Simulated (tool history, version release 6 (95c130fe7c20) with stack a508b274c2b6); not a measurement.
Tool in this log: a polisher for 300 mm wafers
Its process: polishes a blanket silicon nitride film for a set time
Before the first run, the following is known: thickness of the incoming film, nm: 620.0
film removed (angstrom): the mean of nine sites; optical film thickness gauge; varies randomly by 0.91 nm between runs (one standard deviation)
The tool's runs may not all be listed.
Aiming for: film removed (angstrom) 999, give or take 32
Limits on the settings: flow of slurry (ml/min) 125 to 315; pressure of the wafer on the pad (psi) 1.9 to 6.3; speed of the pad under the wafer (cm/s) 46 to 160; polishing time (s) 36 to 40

run	hour	flow of slurry (ml/min)	pressure of the wafer on the pad (psi)	speed of the pad under the wafer (cm/s)	polishing time (s)	film removed (angstrom)
1	0	205	4.1	102	40	750.37
2	1.4	210	4.4	102	40	791.28
3	5.1	210	4.7	102	40	845.43
4	6.2	210	4.7	102	36	761.75
5	10.2	210	4.7	102	36	762.05
6	11	210	5.1	102	36	802.56
7	11.7	210	5.1	102	36	817.8
8	20.1	210	5.4	102	36	841.06
9	26.6	215	5.7	104	36	896.44
10	30.8	215	5.9	104	36	924.01
# hour 36.6: worn pad replaced by a new one
11	36.6	215	6	104	36	1027.9

Which single option among these 4 for the next run brings every result within its allowed miss of target? Just one does.
A	42.4	165	6.3	94	39	?
B	42.4	235	6.3	94	38	?
C	42.4	255	5.9	98	38	?
D	42.4	315	5.9	92	36	?

move	film removed (angstrom)
A	1063.3
B	1091
C	1071.1
D	993.07
A: misses by more than the last run did
B: misses by more than the last run did
C: misses by more than the last run did
D: hits every target within its allowed miss
The right move is D.

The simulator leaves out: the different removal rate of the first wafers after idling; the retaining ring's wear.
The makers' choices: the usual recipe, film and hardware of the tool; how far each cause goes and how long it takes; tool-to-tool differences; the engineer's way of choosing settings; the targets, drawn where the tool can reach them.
